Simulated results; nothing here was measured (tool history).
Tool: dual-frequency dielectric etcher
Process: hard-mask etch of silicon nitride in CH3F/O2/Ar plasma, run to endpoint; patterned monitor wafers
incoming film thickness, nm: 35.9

{"run": 1, "hour": 0.0, "source power (W)": 350, "bias power (W)": 102, "endpoint time (s)": 48.788}
{"run": 2, "hour": 8.9, "source power (W)": 410, "bias power (W)": 102, "endpoint time (s)": 45.135}
{"run": 3, "hour": 13.7, "source power (W)": 410, "bias power (W)": 119, "endpoint time (s)": 42.429}
{"run": 4, "hour": 22.1, "source power (W)": 350, "bias power (W)": 108, "endpoint time (s)": 48.01}
{"run": 5, "hour": 23.8, "source power (W)": 380, "bias power (W)": 108, "endpoint time (s)": 46.071}
{"run": 6, "hour": 32.3, "source power (W)": 330, "bias power (W)": 101, "endpoint time (s)": 50.223}
{"run": 7, "hour": 36.8, "source power (W)": 300, "bias power (W)": 96, "endpoint time (s)": 54.618}
{"run": 8, "hour": 37.9, "source power (W)": 280, "bias power (W)": 95, "endpoint time (s)": 56.74}

Run 9 comes next. What will it give?
{"run": 9, "hour": 45.7, "source power (W)": 270, "bias power (W)": 94, "endpoint time (s)": "?"}

endpoint time (s): 57.458

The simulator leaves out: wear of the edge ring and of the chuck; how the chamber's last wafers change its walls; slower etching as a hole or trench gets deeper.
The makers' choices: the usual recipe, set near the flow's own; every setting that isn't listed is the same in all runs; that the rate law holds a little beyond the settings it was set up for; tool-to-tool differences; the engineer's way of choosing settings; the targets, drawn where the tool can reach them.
